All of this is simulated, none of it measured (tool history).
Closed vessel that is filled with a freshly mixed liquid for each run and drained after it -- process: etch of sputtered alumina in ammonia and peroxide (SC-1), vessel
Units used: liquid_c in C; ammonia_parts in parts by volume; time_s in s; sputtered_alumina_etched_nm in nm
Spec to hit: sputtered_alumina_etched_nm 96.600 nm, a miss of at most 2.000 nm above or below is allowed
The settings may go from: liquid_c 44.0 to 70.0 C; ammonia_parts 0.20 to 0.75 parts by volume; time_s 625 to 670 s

| run | day | liquid_c | ammonia_parts | time_s | sputtered_alumina_etched_nm |
|---|---|---|---|---|---|
| 1 | 0.000 | 60.0 | 0.45 | 625 | 56.519 |
| 2 | 0.100 | 61.5 | 0.45 | 625 | 61.193 |
| 3 | 0.221 | 61.5 | 0.30 | 625 | 58.826 |
| 4 | 0.388 | 61.5 | 0.20 | 625 | 56.318 |
| 5 | 0.683 | 63.0 | 0.25 | 625 | 62.028 |
| 6 | 0.817 | 63.0 | 0.25 | 670 | 66.970 |
| 7 | 0.879 | 64.0 | 0.25 | 670 | 69.923 |
| 8 | 1.200 | 65.0 | 0.30 | 670 | 74.662 |
| 9 | 1.371 | 66.0 | 0.30 | 670 | 78.646 |
| 10 | 1.696 | 66.0 | 0.30 | 670 | 78.311 |
| 11 | 1.738 | 66.5 | 0.30 | 670 | 80.695 |
| 12 | 2.012 | 67.0 | 0.30 | 670 | 81.835 |
| 13 | 2.129 | 67.5 | 0.30 | 670 | 84.915 |
| 14 | 2.292 | 68.0 | 0.30 | 670 | 86.756 |
| 15 | 2.492 | 68.5 | 0.30 | 670 | 88.934 |
| 16 | 2.808 | 69.0 | 0.30 | 670 | 91.357 |
| 17 | 3.179 | 69.5 | 0.30 | 670 | 93.927 |

Which one of the following 5 next-run settings gets every result inside its allowed miss? There is exactly one.
| A | 3.550 | 69.0 | 0.30 | 670 | ? |
| B | 3.550 | 68.0 | 0.60 | 670 | ? |
| C | 3.550 | 68.5 | 0.30 | 670 | ? |
| D | 3.550 | 70.0 | 0.20 | 650 | ? |
| E | 3.550 | 69.5 | 0.50 | 660 | ? |

| move | sputtered_alumina_etched_nm |
|---|---|
| A | 90.563 |
| B | 92.095 |
| C | 88.397 |
| D | 88.733 |
| E | 95.890 |
A: its largest miss is bigger than the last run's
B: its largest miss is bigger than the last run's
C: its largest miss is bigger than the last run's
D: its largest miss is bigger than the last run's
E: every result lands within tolerance
So the answer is move E, the one that meets all the targets.
